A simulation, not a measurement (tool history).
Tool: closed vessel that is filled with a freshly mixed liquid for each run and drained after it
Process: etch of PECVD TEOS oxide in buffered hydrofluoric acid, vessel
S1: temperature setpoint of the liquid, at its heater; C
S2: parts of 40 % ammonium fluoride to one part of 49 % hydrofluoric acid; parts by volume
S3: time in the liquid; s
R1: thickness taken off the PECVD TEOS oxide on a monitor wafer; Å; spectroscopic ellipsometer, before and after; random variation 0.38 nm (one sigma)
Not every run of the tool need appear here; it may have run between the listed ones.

Run 1, day 0.000: S1 20.0 C, S2 23.5 parts by volume, S3 35 s. Result: R1 445.15 Å.
Run 2, day 0.112: S1 18.5 C, S2 23.5 parts by volume, S3 35 s. Result: R1 411.73 Å.
Run 3, day 0.338: S1 19.0 C, S2 23.5 parts by volume, S3 35 s. Result: R1 428.13 Å.
Run 4, day 0.646: S1 19.0 C, S2 26.5 parts by volume, S3 35 s. Result: R1 392.61 Å.
Run 5, day 0.817: S1 19.0 C, S2 26.5 parts by volume, S3 35 s. Result: R1 394.09 Å.
Run 6, day 1.012: S1 20.0 C, S2 26.5 parts by volume, S3 35 s. Result: R1 417.77 Å.
Run 7, day 1.312: S1 20.5 C, S2 26.5 parts by volume, S3 35 s. Result: R1 426.99 Å.

For run 8, what comes out?
Run 8, day 1.454: S1 21.0 C, S2 26.5 parts by volume, S3 35 s. Result: R1 ?.

R1: 432.04 Å
